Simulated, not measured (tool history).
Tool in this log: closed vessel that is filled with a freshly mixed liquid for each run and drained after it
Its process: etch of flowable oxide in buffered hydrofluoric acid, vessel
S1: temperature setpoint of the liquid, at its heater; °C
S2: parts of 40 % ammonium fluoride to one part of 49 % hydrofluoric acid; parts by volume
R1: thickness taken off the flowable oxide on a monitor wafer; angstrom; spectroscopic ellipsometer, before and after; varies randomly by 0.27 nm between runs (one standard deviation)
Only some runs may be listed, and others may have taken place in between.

{"run": 1, "hour": 0.0, "S1": 21, "S2": 10.5, "time in the liquid (s)": 35, "R1": 770.99}
{"run": 2, "hour": 5.0, "S1": 20, "S2": 11.5, "time in the liquid (s)": 35, "R1": 666.3}
{"run": 3, "hour": 11.9, "S1": 20, "S2": 11.5, "time in the liquid (s)": 35, "R1": 666.73}
{"run": 4, "hour": 13.6, "S1": 20, "S2": 11.5, "time in the liquid (s)": 30, "R1": 572.66}
{"run": 5, "hour": 21.0, "S1": 20, "S2": 11.5, "time in the liquid (s)": 30, "R1": 567.27}
{"run": 6, "hour": 27.7, "S1": 19, "S2": 11.5, "time in the liquid (s)": 30, "R1": 539.55}
{"run": 7, "hour": 34.6, "S1": 18.5, "S2": 11.5, "time in the liquid (s)": 30, "R1": 526.64}

Expected results for the next run?
{"run": 8, "hour": 42.1, "S1": 18, "S2": 12, "time in the liquid (s)": 30, "R1": "?"}

R1: 489.39 angstrom

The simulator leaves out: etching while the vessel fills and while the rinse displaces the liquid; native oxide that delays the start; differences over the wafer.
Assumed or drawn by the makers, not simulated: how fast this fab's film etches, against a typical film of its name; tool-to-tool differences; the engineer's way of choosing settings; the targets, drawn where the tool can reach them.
